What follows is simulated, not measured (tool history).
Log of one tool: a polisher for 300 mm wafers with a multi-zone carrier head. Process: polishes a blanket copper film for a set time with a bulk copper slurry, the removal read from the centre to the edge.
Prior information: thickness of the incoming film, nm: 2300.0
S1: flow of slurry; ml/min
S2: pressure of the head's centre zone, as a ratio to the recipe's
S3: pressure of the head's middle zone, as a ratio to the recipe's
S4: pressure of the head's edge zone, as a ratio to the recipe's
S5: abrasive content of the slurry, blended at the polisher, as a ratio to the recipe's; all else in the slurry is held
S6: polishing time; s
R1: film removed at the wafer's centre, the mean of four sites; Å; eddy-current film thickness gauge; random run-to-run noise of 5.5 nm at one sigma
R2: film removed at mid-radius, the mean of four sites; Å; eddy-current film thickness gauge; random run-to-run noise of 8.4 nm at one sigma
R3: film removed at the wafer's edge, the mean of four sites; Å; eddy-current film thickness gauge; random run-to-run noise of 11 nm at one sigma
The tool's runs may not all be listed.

run    day   S1    S2    S3    S4    S5  S6      R1      R2      R3
  1      0  200     1     1     1     1  62  5894.1  5800.2  5834.6
  2  0.092  205     1  1.02  1.02  1.05  63  6021.9    6208    6216
  3  0.442  215  1.02  1.04  1.03   1.1  63  6354.7  6332.6  6229.5
  4  0.467  215  1.02  1.01  1.03   1.1  63  6366.6  6232.6  6237.9
  5  0.638  215  1.09  1.01  1.03   1.1  63  6684.3    6178  6013.6
  6  0.742  215  1.12  1.01  1.03   1.1  63    6980  6197.1  6212.3
  7  0.946  215  1.11  1.03  1.05  1.15  64  7060.1  6582.6  6257.7

Expected results for the next run?
  8  1.096  220  1.09  1.03  1.07  1.2  65   ?   ?   ?

R1: 7131.1 Å
R2: 6651.5 Å
R3: 6516.8 Å
